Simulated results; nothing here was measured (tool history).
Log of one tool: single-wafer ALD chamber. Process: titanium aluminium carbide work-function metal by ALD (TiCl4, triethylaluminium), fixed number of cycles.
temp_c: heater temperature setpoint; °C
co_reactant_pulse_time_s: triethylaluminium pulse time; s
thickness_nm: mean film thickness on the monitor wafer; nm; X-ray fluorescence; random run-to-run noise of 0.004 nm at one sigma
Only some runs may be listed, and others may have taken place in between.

{"run": 1, "day": 0.0, "temp_c": 290, "co_reactant_pulse_time_s": 9.03, "thickness_nm": 1.8087}
{"run": 2, "day": 0.229, "temp_c": 290, "co_reactant_pulse_time_s": 7.17, "thickness_nm": 1.7241}
{"run": 3, "day": 0.292, "temp_c": 286, "co_reactant_pulse_time_s": 7.17, "thickness_nm": 1.7065}
{"run": 4, "day": 0.421, "temp_c": 286, "co_reactant_pulse_time_s": 8.2, "thickness_nm": 1.7483}
{"run": 5, "day": 0.588, "temp_c": 282, "co_reactant_pulse_time_s": 7.54, "thickness_nm": 1.6898}
{"run": 6, "day": 0.883, "temp_c": 279, "co_reactant_pulse_time_s": 7.19, "thickness_nm": 1.6588}
{"run": 7, "day": 0.983, "temp_c": 276, "co_reactant_pulse_time_s": 6.89, "thickness_nm": 1.6181}
{"run": 8, "day": 1.167, "temp_c": 274, "co_reactant_pulse_time_s": 6.8, "thickness_nm": 1.5918}
{"run": 9, "day": 1.5, "temp_c": 273, "co_reactant_pulse_time_s": 6.77, "thickness_nm": 1.5943}
{"run": 10, "day": 1.525, "temp_c": 272, "co_reactant_pulse_time_s": 6.7, "thickness_nm": 1.5802}
{"run": 11, "day": 1.888, "temp_c": 271, "co_reactant_pulse_time_s": 6.67, "thickness_nm": 1.5725}

Run 12, settings as shown, results not yet in. Your forecast:
{"run": 12, "day": 2.25, "temp_c": 270, "co_reactant_pulse_time_s": 6.64, "thickness_nm": "?"}

{"run 12": {"thickness_nm": 1.5659}}
